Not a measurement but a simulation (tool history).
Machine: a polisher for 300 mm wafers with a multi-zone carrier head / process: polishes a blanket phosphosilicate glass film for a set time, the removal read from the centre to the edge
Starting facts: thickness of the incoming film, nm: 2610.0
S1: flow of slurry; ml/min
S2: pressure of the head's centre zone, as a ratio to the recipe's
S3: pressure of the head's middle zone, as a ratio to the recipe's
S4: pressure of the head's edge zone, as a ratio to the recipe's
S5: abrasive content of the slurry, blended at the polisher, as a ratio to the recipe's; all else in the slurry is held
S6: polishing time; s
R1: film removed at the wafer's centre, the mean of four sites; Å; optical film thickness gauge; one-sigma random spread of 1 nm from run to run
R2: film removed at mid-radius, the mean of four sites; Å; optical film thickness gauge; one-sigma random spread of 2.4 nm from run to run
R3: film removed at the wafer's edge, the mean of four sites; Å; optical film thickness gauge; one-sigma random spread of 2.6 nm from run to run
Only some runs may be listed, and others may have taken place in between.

run    day   S1    S2    S3    S4    S5  S6      R1      R2      R3
  1      0  195     1     1     1     1  31  2468.3  2484.6  2509.7
  2  0.279  190  0.98  0.99  0.98  0.95  31  2323.4  2380.8  2431.5
  3  0.596  240  0.98  0.99  0.98  0.95  31    2452  2419.1  2447.7
  4  0.958  240  0.98  0.99  0.98  0.95  35  2743.5  2779.8  2861.2
  5  1.212  240  0.98  0.93  0.98  0.95  35  2723.7  2610.1  2781.7
  6  1.479  235  0.96  0.93  0.96   0.9  34  2543.7  2407.2  2623.6
  7  1.562  230  0.94  0.95  0.95  0.85  33    2313  2412.1  2466.6
  8  1.612  190  0.86  0.85  0.85   0.6  29  1424.2    1440  1589.3

What does the tool deliver on the next run?
  9  1.712  200  0.86  0.87  0.86  0.6  29   ?   ?   ?

For run 9 the tool returned R1 1466.1 Å, R2 1499.7 Å, R3 1633.2 Å.
